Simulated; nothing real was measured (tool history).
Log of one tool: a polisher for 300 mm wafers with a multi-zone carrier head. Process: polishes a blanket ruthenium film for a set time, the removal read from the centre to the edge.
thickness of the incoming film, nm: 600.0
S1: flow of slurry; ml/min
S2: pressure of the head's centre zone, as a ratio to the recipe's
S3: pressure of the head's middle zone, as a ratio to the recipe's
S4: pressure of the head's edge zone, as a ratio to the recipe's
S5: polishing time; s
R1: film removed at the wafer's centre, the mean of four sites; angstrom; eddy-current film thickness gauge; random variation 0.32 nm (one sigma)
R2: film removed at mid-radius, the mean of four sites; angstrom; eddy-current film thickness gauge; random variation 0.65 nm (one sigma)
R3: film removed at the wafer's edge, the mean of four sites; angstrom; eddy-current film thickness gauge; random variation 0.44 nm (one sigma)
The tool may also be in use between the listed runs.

Run 1, hour 0: S1 250 ml/min, S2 1, S3 1, S4 1, S5 85 s. Result: R1 797.47 angstrom, R2 774.24 angstrom, R3 773.29 angstrom.
Run 2, hour 8.8: S1 250 ml/min, S2 1, S3 1, S4 1, S5 93 s. Result: R1 854.98 angstrom, R2 845.27 angstrom, R3 834.29 angstrom.
Run 3, hour 16: S1 240 ml/min, S2 0.97, S3 0.99, S4 0.97, S5 83 s. Result: R1 743.65 angstrom, R2 765.97 angstrom, R3 729.68 angstrom.
Run 4, hour 22: S1 240 ml/min, S2 0.97, S3 0.99, S4 1.05, S5 83 s. Result: R1 746.67 angstrom, R2 776.48 angstrom, R3 767.15 angstrom.
Run 5, hour 24.3: S1 240 ml/min, S2 0.95, S3 0.95, S4 1.03, S5 75 s. Result: R1 662.47 angstrom, R2 646.97 angstrom, R3 683.18 angstrom.
Run 6, hour 30.6: S1 195 ml/min, S2 0.95, S3 0.95, S4 1.03, S5 75 s. Result: R1 640.24 angstrom, R2 632.3 angstrom, R3 669.09 angstrom.
Run 7, hour 32: S1 195 ml/min, S2 0.95, S3 0.95, S4 1.03, S5 75 s. Result: R1 642.67 angstrom, R2 638.06 angstrom, R3 668.95 angstrom.
Run 8, hour 37.4: S1 190 ml/min, S2 0.92, S3 0.94, S4 0.99, S5 71 s. Result: R1 584 angstrom, R2 585.79 angstrom, R3 622.29 angstrom.
Run 9, hour 39.2: S1 190 ml/min, S2 0.91, S3 0.94, S4 0.96, S5 68 s. Result: R1 546.5 angstrom, R2 586.33 angstrom, R3 589.87 angstrom.
Run 10, hour 44.9: S1 190 ml/min, S2 0.91, S3 0.92, S4 0.93, S5 66 s. Result: R1 537.36 angstrom, R2 549.5 angstrom, R3 559.94 angstrom.

Run 11 comes next. What will it give?
Run 11, hour 50.8: S1 170 ml/min, S2 0.81, S3 0.89, S4 0.83, S5 60 s. Result: R1 ?, R2 ?, R3 ?.

Run 11 gave R1 428.77 angstrom, R2 459.62 angstrom, R3 474.49 angstrom.

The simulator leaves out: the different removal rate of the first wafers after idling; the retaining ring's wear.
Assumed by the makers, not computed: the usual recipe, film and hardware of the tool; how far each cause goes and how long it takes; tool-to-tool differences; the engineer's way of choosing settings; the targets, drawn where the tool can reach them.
